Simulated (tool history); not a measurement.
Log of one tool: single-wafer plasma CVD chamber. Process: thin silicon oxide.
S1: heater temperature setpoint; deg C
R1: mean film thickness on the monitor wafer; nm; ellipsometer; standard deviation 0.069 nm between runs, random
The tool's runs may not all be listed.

run 1 hour=0.0 | S1=385 chamber_pressure_(Torr)=0.714 RF_power_(W)=280 deposition_time_(s)=11.85 | R1=19.626
run 2 hour=0.9 | S1=379 chamber_pressure_(Torr)=0.714 RF_power_(W)=280 deposition_time_(s)=11.85 | R1=19.567
run 3 hour=8.7 | S1=379 chamber_pressure_(Torr)=0.672 RF_power_(W)=280 deposition_time_(s)=11.85 | R1=18.829
run 4 hour=12.3 | S1=379 chamber_pressure_(Torr)=0.630 RF_power_(W)=280 deposition_time_(s)=11.85 | R1=17.711
run 5 hour=20.9 | S1=379 chamber_pressure_(Torr)=0.604 RF_power_(W)=280 deposition_time_(s)=11.85 | R1=17.022
run 6 hour=25.9 | S1=379 chamber_pressure_(Torr)=0.588 RF_power_(W)=280 deposition_time_(s)=11.85 | R1=16.589
run 7 hour=31.3 | S1=379 chamber_pressure_(Torr)=0.577 RF_power_(W)=280 deposition_time_(s)=11.85 | R1=16.380
run 8 hour=32.4 | S1=379 chamber_pressure_(Torr)=0.569 RF_power_(W)=280 deposition_time_(s)=11.85 | R1=16.178

Estimate the outcome of run 9 from the log above:
run 9 hour=33.1 | S1=379 chamber_pressure_(Torr)=0.563 RF_power_(W)=280 deposition_time_(s)=11.85 | R1=?

R1: 16.072 nm

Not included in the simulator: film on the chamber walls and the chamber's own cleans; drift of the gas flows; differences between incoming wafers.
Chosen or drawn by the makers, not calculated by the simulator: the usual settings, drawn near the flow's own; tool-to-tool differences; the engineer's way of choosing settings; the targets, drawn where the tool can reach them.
